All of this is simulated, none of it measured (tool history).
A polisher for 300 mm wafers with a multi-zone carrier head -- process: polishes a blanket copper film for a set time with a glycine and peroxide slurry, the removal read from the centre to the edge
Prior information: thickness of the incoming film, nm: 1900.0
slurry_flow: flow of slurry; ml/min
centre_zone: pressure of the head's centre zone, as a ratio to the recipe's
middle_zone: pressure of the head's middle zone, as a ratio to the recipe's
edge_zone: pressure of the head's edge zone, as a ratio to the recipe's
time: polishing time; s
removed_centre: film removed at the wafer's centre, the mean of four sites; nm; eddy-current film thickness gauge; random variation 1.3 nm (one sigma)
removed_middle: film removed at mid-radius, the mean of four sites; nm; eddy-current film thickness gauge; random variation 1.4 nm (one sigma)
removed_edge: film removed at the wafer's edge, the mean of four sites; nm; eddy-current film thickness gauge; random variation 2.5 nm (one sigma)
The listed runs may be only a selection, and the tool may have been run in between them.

| run | hour | slurry_flow | centre_zone | middle_zone | edge_zone | time | removed_centre | removed_middle | removed_edge |
|---|---|---|---|---|---|---|---|---|---|
| 1 | 0 | 145 | 1 | 1 | 1 | 47 | 269.61 | 273.23 | 287.48 |
| 2 | 7.2 | 145 | 1 | 1 | 1.07 | 47 | 269.26 | 275.7 | 285.84 |
| 3 | 14.5 | 135 | 0.99 | 0.95 | 1.07 | 42 | 234.87 | 231.11 | 261.37 |
| 4 | 21 | 135 | 1.04 | 0.95 | 1.07 | 42 | 246.47 | 226.3 | 261.13 |
| 5 | 29 | 135 | 1.02 | 0.94 | 1.06 | 38 | 218.61 | 205.38 | 236.17 |
| 6 | 36.8 | 165 | 1.02 | 0.94 | 1.06 | 38 | 226.27 | 212.43 | 236.11 |
| 7 | 40.4 | 170 | 0.99 | 0.91 | 1.05 | 36 | 208.43 | 197.34 | 228.32 |
| 8 | 43.8 | 170 | 0.98 | 0.9 | 1.03 | 34 | 199.16 | 184.39 | 210.41 |
| 9 | 49 | 155 | 0.96 | 0.89 | 1.03 | 34 | 191.96 | 183.08 | 213.7 |

Expected results for the next run?
| 10 | 55.7 | 150 | 0.95 | 0.88 | 1.01 | 34 | ? | ? | ? |

removed_centre: 189.74 nm
removed_middle: 179.19 nm
removed_edge: 201.82 nm
